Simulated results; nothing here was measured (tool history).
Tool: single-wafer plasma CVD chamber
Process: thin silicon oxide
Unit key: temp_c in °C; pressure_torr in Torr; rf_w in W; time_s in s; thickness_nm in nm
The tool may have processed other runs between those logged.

run 1 hour=0.0 | temp_c=380 pressure_torr=0.946 rf_w=315 time_s=4.61 | thickness_nm=10.2320
run 2 hour=3.0 | temp_c=380 pressure_torr=0.898 rf_w=315 time_s=4.61 | thickness_nm=9.9092
run 3 hour=5.6 | temp_c=380 pressure_torr=0.853 rf_w=315 time_s=4.61 | thickness_nm=9.5648
run 4 hour=13.2 | temp_c=380 pressure_torr=0.853 rf_w=355 time_s=4.61 | thickness_nm=9.9303
run 5 hour=18.4 | temp_c=388 pressure_torr=0.853 rf_w=355 time_s=4.61 | thickness_nm=9.8628
run 6 hour=25.8 | temp_c=388 pressure_torr=0.698 rf_w=355 time_s=4.61 | thickness_nm=8.7217
run 7 hour=34.3 | temp_c=388 pressure_torr=0.682 rf_w=355 time_s=4.61 | thickness_nm=8.5676

Expected results for the next run?
run 8 hour=38.7 | temp_c=388 pressure_torr=0.671 rf_w=355 time_s=4.61 | thickness_nm=?

{"run 8": {"thickness_nm": 8.4452}}

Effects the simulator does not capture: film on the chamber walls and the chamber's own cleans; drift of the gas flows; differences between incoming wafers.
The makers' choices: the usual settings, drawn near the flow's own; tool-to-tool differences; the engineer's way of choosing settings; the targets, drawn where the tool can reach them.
